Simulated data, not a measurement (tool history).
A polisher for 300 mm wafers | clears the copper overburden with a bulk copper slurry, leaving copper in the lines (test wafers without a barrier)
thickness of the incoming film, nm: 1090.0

run  hour  flow of slurry (ml/min)  pressure of the wafer on the pad (psi)  speed of the pad under the wafer (m/s)  abrasive content of the slurry  overpolish time after the end point (s)  time until the end point was called (s)  dishing of a wide line in a test structure (Å)
  1     0                      275                                     3.5                                    1.04                               1                                       28                                   105.87                                          508.85
  2   8.9                      275                                     3.3                                    1.02                               1                                       29                                   114.21                                          511.15
  3  16.2                      275                                     3.1                                    1.02                               1                                       27                                   122.68                                           516.5
  4  23.2                      270                                     3.1                                    0.98                               1                                       30                                   129.42                                           505.9
  5  26.5                      270                                     2.4                                    0.98                               1                                       30                                   163.31                                          488.99
  6  29.7                      270                                     2.4                                    0.98                               1                                       25                                   165.23                                          469.19

Run 7 comes next. What will it give?
  7  30.8                      270                                     2.5                                    0.98                               1                                       26                                        ?                                               ?

{"run 7": {"time until the end point was called (s)": 158.6, "dishing of a wide line in a test structure (Å)": 478.37}}
